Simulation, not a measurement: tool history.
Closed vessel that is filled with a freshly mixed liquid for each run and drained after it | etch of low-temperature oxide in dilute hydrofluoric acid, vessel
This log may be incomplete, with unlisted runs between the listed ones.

run,hour,temperature setpoint of the liquid (°C),parts of water to one part of 49 % hydrofluoric acid (parts by volume),time in the liquid (s),thickness taken off the low-temperature oxide on a monitor wafer (Å)
1,0.0,22.0,285,850,218.33
2,0.9,24.0,280,850,240.78
3,1.7,25.5,280,850,255.47
4,5.2,25.5,340,850,196.78
5,13.3,22.0,340,850,174.67
6,21.7,18.5,340,850,153.72
7,28.7,18.5,340,850,153.86
8,30.4,21.5,320,850,186.21
9,32.2,25.5,255,850,284.70

Run 10 is up next; what results do you expect?
10,38.7,26.0,255,850,?

{"run 10": {"thickness taken off the low-temperature oxide on a monitor wafer (Å)": 289.99}}
